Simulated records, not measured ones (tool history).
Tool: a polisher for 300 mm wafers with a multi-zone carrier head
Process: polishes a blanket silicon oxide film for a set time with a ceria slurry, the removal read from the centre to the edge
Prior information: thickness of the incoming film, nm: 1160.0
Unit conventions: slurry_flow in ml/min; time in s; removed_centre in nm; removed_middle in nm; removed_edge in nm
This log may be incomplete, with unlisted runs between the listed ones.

{"run": 1, "hour": 0.0, "slurry_flow": 235, "centre_zone": 1.0, "middle_zone": 1.0, "edge_zone": 1.0, "time": 68, "removed_centre": 348.65, "removed_middle": 393.03, "removed_edge": 386.37}
{"run": 2, "hour": 6.5, "slurry_flow": 235, "centre_zone": 1.0, "middle_zone": 1.0, "edge_zone": 0.96, "time": 68, "removed_centre": 352.01, "removed_middle": 397.1, "removed_edge": 384.95}
{"run": 3, "hour": 7.4, "slurry_flow": 235, "centre_zone": 1.07, "middle_zone": 1.0, "edge_zone": 0.96, "time": 68, "removed_centre": 380.53, "removed_middle": 394.87, "removed_edge": 378.46}
{"run": 4, "hour": 14.3, "slurry_flow": 240, "centre_zone": 1.07, "middle_zone": 1.0, "edge_zone": 0.98, "time": 69, "removed_centre": 384.04, "removed_middle": 405.84, "removed_edge": 386.67}
{"run": 5, "hour": 18.7, "slurry_flow": 215, "centre_zone": 1.07, "middle_zone": 1.0, "edge_zone": 0.98, "time": 69, "removed_centre": 376.44, "removed_middle": 395.48, "removed_edge": 384.81}
{"run": 6, "hour": 23.5, "slurry_flow": 215, "centre_zone": 1.07, "middle_zone": 1.05, "edge_zone": 0.98, "time": 69, "removed_centre": 375.13, "removed_middle": 413.96, "removed_edge": 387.36}
{"run": 7, "hour": 24.7, "slurry_flow": 220, "centre_zone": 1.08, "middle_zone": 1.05, "edge_zone": 1.0, "time": 70, "removed_centre": 392.92, "removed_middle": 416.64, "removed_edge": 396.06}

What will run 8 give?
{"run": 8, "hour": 25.5, "slurry_flow": 225, "centre_zone": 1.08, "middle_zone": 1.05, "edge_zone": 1.02, "time": 70, "removed_centre": "?", "removed_middle": "?", "removed_edge": "?"}

{"run 8": {"removed_centre": 388.79, "removed_middle": 421.02, "removed_edge": 400.35}}
